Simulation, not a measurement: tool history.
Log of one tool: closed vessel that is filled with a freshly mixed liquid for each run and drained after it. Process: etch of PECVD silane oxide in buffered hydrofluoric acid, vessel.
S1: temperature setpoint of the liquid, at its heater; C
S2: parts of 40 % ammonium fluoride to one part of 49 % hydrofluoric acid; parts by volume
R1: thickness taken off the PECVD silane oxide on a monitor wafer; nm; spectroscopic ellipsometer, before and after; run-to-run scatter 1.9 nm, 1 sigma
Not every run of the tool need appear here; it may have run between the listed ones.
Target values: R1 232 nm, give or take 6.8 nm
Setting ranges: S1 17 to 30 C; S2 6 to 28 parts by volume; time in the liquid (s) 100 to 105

{"run": 1, "day": 0.0, "S1": 22, "S2": 17, "time in the liquid (s)": 100, "R1": 150.14}
{"run": 2, "day": 0.312, "S1": 22, "S2": 17, "time in the liquid (s)": 105, "R1": 157.17}
{"run": 3, "day": 0.579, "S1": 22, "S2": 21, "time in the liquid (s)": 105, "R1": 125.95}
{"run": 4, "day": 0.808, "S1": 24, "S2": 20, "time in the liquid (s)": 105, "R1": 146.5}
{"run": 5, "day": 0.967, "S1": 24, "S2": 20, "time in the liquid (s)": 100, "R1": 139.21}
{"run": 6, "day": 1.096, "S1": 25.5, "S2": 20, "time in the liquid (s)": 100, "R1": 153.52}
{"run": 7, "day": 1.146, "S1": 26.5, "S2": 19.5, "time in the liquid (s)": 100, "R1": 165.8}
{"run": 8, "day": 1.325, "S1": 30, "S2": 16, "time in the liquid (s)": 100, "R1": 242.85}

Which of these 5 next moves meets every target?
{"run": "A", "day": 1.504, "S1": 29.5, "S2": 14.5, "time in the liquid (s)": 100, "R1": "?"}
{"run": "B", "day": 1.504, "S1": 29, "S2": 16, "time in the liquid (s)": 100, "R1": "?"}
{"run": "C", "day": 1.504, "S1": 29.5, "S2": 15.5, "time in the liquid (s)": 100, "R1": "?"}
{"run": "D", "day": 1.504, "S1": 29.5, "S2": 15, "time in the liquid (s)": 100, "R1": "?"}
{"run": "E", "day": 1.504, "S1": 30, "S2": 15, "time in the liquid (s)": 100, "R1": "?"}

move=A R1=261.88
move=B R1=231.58
move=C R1=245.31
move=D R1=253.32
move=E R1=260.08
A: its largest miss is bigger than the last run's
B: each result inside its tolerance
C: its largest miss is bigger than the last run's
D: its largest miss is bigger than the last run's
E: its largest miss is bigger than the last run's
Correct choice: B, which meets every target
